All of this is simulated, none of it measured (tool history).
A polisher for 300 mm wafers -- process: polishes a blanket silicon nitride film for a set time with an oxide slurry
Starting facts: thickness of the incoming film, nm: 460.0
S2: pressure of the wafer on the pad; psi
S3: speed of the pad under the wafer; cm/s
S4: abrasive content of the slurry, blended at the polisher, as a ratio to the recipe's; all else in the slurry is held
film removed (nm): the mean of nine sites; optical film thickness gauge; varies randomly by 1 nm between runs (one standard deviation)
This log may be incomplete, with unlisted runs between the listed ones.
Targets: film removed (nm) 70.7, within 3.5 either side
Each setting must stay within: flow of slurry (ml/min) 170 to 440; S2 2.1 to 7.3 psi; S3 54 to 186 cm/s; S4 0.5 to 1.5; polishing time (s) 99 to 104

run 1 day=0 | flow_of_slurry_(ml/min)=280 S2=4.7 S3=118 S4=1 polishing_time_(s)=99 | film_removed_(nm)=97.174
run 2 day=0.288 | flow_of_slurry_(ml/min)=280 S2=4.5 S3=118 S4=1 polishing_time_(s)=99 | film_removed_(nm)=90.572
run 3 day=0.533 | flow_of_slurry_(ml/min)=280 S2=4.4 S3=118 S4=1 polishing_time_(s)=99 | film_removed_(nm)=88.247
run 4 day=0.583 | flow_of_slurry_(ml/min)=280 S2=5.5 S3=118 S4=1 polishing_time_(s)=99 | film_removed_(nm)=111.04
run 5 day=0.717 | flow_of_slurry_(ml/min)=280 S2=5.5 S3=100 S4=1 polishing_time_(s)=99 | film_removed_(nm)=96.465
run 6 day=0.779 | flow_of_slurry_(ml/min)=280 S2=5.3 S3=100 S4=1 polishing_time_(s)=99 | film_removed_(nm)=92.714
run 7 day=0.983 | flow_of_slurry_(ml/min)=280 S2=5.1 S3=100 S4=1 polishing_time_(s)=99 | film_removed_(nm)=86.525
run 8 day=1.042 | flow_of_slurry_(ml/min)=280 S2=5 S3=100 S4=1 polishing_time_(s)=99 | film_removed_(nm)=87.13
-- day=1.133 slurry nozzle cleaned
run 9 day=1.133 | flow_of_slurry_(ml/min)=280 S2=4.9 S3=100 S4=1 polishing_time_(s)=99 | film_removed_(nm)=89.479

Which one of the following 5 next-run settings gets every result inside its allowed miss? There is exactly one.
run A day=1.225 | flow_of_slurry_(ml/min)=205 S2=3.5 S3=82 S4=1.3 polishing_time_(s)=99 | film_removed_(nm)=?
run B day=1.225 | flow_of_slurry_(ml/min)=270 S2=3.9 S3=86 S4=1 polishing_time_(s)=99 | film_removed_(nm)=?
run C day=1.225 | flow_of_slurry_(ml/min)=285 S2=5.4 S3=118 S4=1.15 polishing_time_(s)=104 | film_removed_(nm)=?
run D day=1.225 | flow_of_slurry_(ml/min)=345 S2=5.3 S3=108 S4=1.2 polishing_time_(s)=101 | film_removed_(nm)=?
run E day=1.225 | flow_of_slurry_(ml/min)=315 S2=4.2 S3=92 S4=0.85 polishing_time_(s)=102 | film_removed_(nm)=?

move=A film_removed_(nm)=59.472
move=B film_removed_(nm)=63.728
move=C film_removed_(nm)=124.14
move=D film_removed_(nm)=114.21
move=E film_removed_(nm)=70.235
A: takes the result that was furthest off past its target
B: takes the result that was furthest off past its target
C: further off than the last run
D: further off than the last run
E: in spec on every target
Correct choice: E, which meets every target
